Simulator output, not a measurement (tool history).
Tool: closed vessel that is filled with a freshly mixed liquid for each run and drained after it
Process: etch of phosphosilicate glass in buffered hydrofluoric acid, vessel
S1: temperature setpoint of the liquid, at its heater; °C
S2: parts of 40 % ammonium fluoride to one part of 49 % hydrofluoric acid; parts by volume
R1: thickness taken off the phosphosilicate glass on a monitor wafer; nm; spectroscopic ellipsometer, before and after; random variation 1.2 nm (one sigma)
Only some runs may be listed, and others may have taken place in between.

Run 1, day 0: S1 22 °C, S2 17 parts by volume, time in the liquid (s) 30. Result: R1 102.24 nm.
Run 2, day 0.083: S1 24.5 °C, S2 17 parts by volume, time in the liquid (s) 30. Result: R1 117.8 nm.
Run 3, day 0.388: S1 25 °C, S2 17 parts by volume, time in the liquid (s) 30. Result: R1 122.56 nm.
Run 4, day 0.6: S1 25 °C, S2 17 parts by volume, time in the liquid (s) 30. Result: R1 121.17 nm.
Run 5, day 0.904: S1 25 °C, S2 13.5 parts by volume, time in the liquid (s) 30. Result: R1 152.77 nm.
Run 6, day 1.221: S1 25 °C, S2 13.5 parts by volume, time in the liquid (s) 30. Result: R1 148.89 nm.

Run 7 is up next; what results do you expect?
Run 7, day 1.438: S1 24.5 °C, S2 13.5 parts by volume, time in the liquid (s) 30. Result: R1 ?.

R1: 148.04 nm

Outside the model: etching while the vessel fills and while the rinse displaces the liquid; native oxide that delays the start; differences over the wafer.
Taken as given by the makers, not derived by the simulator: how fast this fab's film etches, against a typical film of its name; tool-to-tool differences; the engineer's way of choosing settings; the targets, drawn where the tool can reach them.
